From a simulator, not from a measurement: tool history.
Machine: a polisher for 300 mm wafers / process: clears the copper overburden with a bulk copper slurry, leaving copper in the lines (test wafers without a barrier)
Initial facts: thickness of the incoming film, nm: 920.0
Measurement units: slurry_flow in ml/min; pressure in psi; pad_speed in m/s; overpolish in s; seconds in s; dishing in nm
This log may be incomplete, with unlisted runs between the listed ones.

run  hour  slurry_flow  pressure  pad_speed  slurry_solids  overpolish  seconds  dishing
  1     0          230       3.2       0.98              1           9   80.022   65.454
  2   5.9          230       2.6       0.98              1           9   94.387   57.116
  3  13.1          230       2.6       0.98            0.9           9   98.065   56.737
  4  17.9          230       3.1       0.98            0.9           9   82.721   65.383
  5  19.3          255       3.1       0.98            0.9           9   80.789   65.805
  6    23          255       3.6       0.98            0.9           9   70.285   73.065
  7  27.5          255       3.6       0.98            0.9           9   70.759   74.317
  8  33.9          250       3.3       0.98           0.95           8   76.407   64.309
  9  35.9          235       3.1       0.98              1           7   81.322   55.924
 10  36.6          230       2.9       0.98           1.05           7   81.484   51.277

Run 11 has not been measured yet. What should we expect?
 11  44.2          230       2.7       0.96            1.1           7        ?        ?

seconds: 91.424 s
dishing: 50.309 nm

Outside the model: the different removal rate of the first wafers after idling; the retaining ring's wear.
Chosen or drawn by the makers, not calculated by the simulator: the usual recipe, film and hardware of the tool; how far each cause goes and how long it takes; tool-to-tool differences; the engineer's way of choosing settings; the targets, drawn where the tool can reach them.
